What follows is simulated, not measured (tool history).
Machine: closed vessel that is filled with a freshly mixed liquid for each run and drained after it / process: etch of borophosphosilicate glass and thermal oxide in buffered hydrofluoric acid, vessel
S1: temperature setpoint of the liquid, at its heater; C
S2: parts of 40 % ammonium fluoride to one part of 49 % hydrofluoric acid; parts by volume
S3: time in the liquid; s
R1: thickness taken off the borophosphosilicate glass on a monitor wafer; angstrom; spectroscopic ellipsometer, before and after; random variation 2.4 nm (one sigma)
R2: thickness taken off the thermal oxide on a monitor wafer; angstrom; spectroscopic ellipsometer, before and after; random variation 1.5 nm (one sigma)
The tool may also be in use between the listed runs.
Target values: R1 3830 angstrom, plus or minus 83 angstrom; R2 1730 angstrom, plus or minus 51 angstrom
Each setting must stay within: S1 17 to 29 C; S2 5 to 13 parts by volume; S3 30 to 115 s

Run 1, day 0: S1 21 C, S2 8 parts by volume, S3 60 s. Result: R1 1699 angstrom, R2 778.74 angstrom.
Run 2, day 0.192: S1 21 C, S2 8 parts by volume, S3 80 s. Result: R1 2272.3 angstrom, R2 1029.3 angstrom.
Run 3, day 0.233: S1 21 C, S2 10 parts by volume, S3 80 s. Result: R1 1792.3 angstrom, R2 816.26 angstrom.
Run 4, day 0.392: S1 22.5 C, S2 9.5 parts by volume, S3 80 s. Result: R1 2036.7 angstrom, R2 932.38 angstrom.
Run 5, day 0.604: S1 26 C, S2 9.5 parts by volume, S3 80 s. Result: R1 2460.2 angstrom, R2 1128.6 angstrom.
At day 0.879: hydrofluoric acid flow meter replaced.
Run 6, day 0.879: S1 26.5 C, S2 9 parts by volume, S3 80 s. Result: R1 2411.2 angstrom, R2 1110.6 angstrom.
Run 7, day 1.012: S1 27 C, S2 8.5 parts by volume, S3 80 s. Result: R1 2642 angstrom, R2 1195.4 angstrom.
Run 8, day 1.258: S1 27.5 C, S2 8 parts by volume, S3 80 s. Result: R1 2887.6 angstrom, R2 1336.1 angstrom.
Run 9, day 1.525: S1 27.5 C, S2 7.5 parts by volume, S3 80 s. Result: R1 3083.3 angstrom, R2 1422.4 angstrom.
Run 10, day 1.871: S1 28 C, S2 6.5 parts by volume, S3 80 s. Result: R1 3645.8 angstrom, R2 1645.2 angstrom.

4 candidate next runs follow, results not yet known. Just one meets every target within its allowed miss. Identify it.
Run A, day 2.217: S1 29 C, S2 9 parts by volume, S3 100 s. Result: R1 ?, R2 ?.
Run B, day 2.217: S1 23.5 C, S2 5 parts by volume, S3 85 s. Result: R1 ?, R2 ?.
Run C, day 2.217: S1 26 C, S2 6 parts by volume, S3 75 s. Result: R1 ?, R2 ?.
Run D, day 2.217: S1 25 C, S2 5 parts by volume, S3 70 s. Result: R1 ?, R2 ?.

move      R1      R2
   A  3421.8    1591
   B  3842.9  1761.8
   C  3304.6  1525.5
   D  3428.5  1573.9
A: misses by more than the last run did
B: all results in spec
C: misses by more than the last run did
D: misses by more than the last run did
B meets every target.

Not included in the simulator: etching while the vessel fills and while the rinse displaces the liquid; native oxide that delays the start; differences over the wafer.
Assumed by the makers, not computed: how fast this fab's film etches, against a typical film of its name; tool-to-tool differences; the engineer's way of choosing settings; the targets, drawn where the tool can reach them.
